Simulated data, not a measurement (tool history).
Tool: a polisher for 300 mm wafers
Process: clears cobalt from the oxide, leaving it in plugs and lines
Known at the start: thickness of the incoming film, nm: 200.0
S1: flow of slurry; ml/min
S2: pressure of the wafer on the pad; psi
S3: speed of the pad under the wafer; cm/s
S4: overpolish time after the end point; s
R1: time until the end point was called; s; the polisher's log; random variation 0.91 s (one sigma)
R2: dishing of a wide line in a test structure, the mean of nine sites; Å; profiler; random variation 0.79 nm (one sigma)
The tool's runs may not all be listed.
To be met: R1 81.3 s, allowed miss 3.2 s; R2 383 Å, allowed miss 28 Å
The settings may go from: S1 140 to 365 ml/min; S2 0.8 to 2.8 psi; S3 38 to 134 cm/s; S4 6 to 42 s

Run 1, hour 0: S1 235 ml/min, S2 1.8 psi, S3 86 cm/s, S4 21 s. Result: R1 57.959 s, R2 379.61 Å.
Run 2, hour 7.7: S1 235 ml/min, S2 1.6 psi, S3 86 cm/s, S4 21 s. Result: R1 66.359 s, R2 360.82 Å.
Run 3, hour 13.7: S1 195 ml/min, S2 1.6 psi, S3 86 cm/s, S4 21 s. Result: R1 67.869 s, R2 370.59 Å.
Run 4, hour 15.4: S1 195 ml/min, S2 1.6 psi, S3 86 cm/s, S4 12 s. Result: R1 66.835 s, R2 253.84 Å.
Run 5, hour 20: S1 195 ml/min, S2 1.6 psi, S3 86 cm/s, S4 14 s. Result: R1 67.01 s, R2 283.64 Å.
Run 6, hour 22.9: S1 195 ml/min, S2 1.6 psi, S3 86 cm/s, S4 15 s. Result: R1 66.299 s, R2 306.59 Å.
Run 7, hour 23.5: S1 195 ml/min, S2 1.6 psi, S3 86 cm/s, S4 16 s. Result: R1 66.252 s, R2 309.17 Å.
Run 8, hour 28.8: S1 195 ml/min, S2 1.6 psi, S3 86 cm/s, S4 17 s. Result: R1 67.129 s, R2 324.43 Å.
Run 9, hour 33.4: S1 195 ml/min, S2 1.6 psi, S3 86 cm/s, S4 18 s. Result: R1 66.901 s, R2 329.11 Å.
Run 10, hour 39: S1 195 ml/min, S2 1.2 psi, S3 84 cm/s, S4 28 s. Result: R1 90.025 s, R2 345.8 Å.

Which of these 5 next moves meets every target?
Run A, hour 44.6: S1 155 ml/min, S2 1.4 psi, S3 84 cm/s, S4 30 s. Result: R1 ?, R2 ?.
Run B, hour 44.6: S1 180 ml/min, S2 1.2 psi, S3 88 cm/s, S4 24 s. Result: R1 ?, R2 ?.
Run C, hour 44.6: S1 190 ml/min, S2 1.3 psi, S3 98 cm/s, S4 26 s. Result: R1 ?, R2 ?.
Run D, hour 44.6: S1 200 ml/min, S2 0.9 psi, S3 96 cm/s, S4 30 s. Result: R1 ?, R2 ?.
Run E, hour 44.6: S1 210 ml/min, S2 1.2 psi, S3 92 cm/s, S4 39 s. Result: R1 ?, R2 ?.

move      R1      R2
   A  80.128  402.59
   B  86.358  345.38
   C  71.404  396.96
   D  102.53  356.54
   E  80.755  447.48
A: meets every target
B: nearer than the last run, and not there yet
C: takes the result that was furthest off past its target
D: further off than the last run
E: brings the result that was furthest off to its target, and leaves another outside
Move A is the one to make.
